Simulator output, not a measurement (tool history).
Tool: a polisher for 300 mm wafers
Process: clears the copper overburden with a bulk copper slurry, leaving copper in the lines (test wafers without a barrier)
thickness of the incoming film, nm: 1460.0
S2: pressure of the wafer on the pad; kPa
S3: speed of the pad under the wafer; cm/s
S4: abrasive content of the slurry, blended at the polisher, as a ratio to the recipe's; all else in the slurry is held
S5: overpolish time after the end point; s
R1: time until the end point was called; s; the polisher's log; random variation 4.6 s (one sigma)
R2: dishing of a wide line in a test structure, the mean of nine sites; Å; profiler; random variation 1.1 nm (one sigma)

Run 1, day 0: flow of slurry (ml/min) 170, S2 22.1 kPa, S3 118 cm/s, S4 1, S5 10 s. Result: R1 136 s, R2 683.29 Å.
Run 2, day 0.283: flow of slurry (ml/min) 170, S2 17.9 kPa, S3 118 cm/s, S4 1, S5 10 s. Result: R1 155.8 s, R2 644.81 Å.
Run 3, day 0.333: flow of slurry (ml/min) 170, S2 17.9 kPa, S3 140 cm/s, S4 1, S5 10 s. Result: R1 134.8 s, R2 712.78 Å.
Run 4, day 0.375: flow of slurry (ml/min) 165, S2 15.9 kPa, S3 130 cm/s, S4 1, S5 10 s. Result: R1 153.59 s, R2 630.85 Å.
Run 5, day 0.479: flow of slurry (ml/min) 165, S2 13.8 kPa, S3 120 cm/s, S4 1, S5 11 s. Result: R1 178.73 s, R2 613.22 Å.
Run 6, day 0.788: flow of slurry (ml/min) 150, S2 13.8 kPa, S3 120 cm/s, S4 1, S5 11 s. Result: R1 175.07 s, R2 585.87 Å.
Run 7, day 1.138: flow of slurry (ml/min) 150, S2 12.4 kPa, S3 114 cm/s, S4 1, S5 11 s. Result: R1 201.27 s, R2 555.46 Å.

The next listed run, before its measurement:
Run 8, day 1.342: flow of slurry (ml/min) 150, S2 11.7 kPa, S3 112 cm/s, S4 1, S5 11 s. Result: R1 ?, R2 ?.

R1: 215.67 s
R2: 532.54 Å
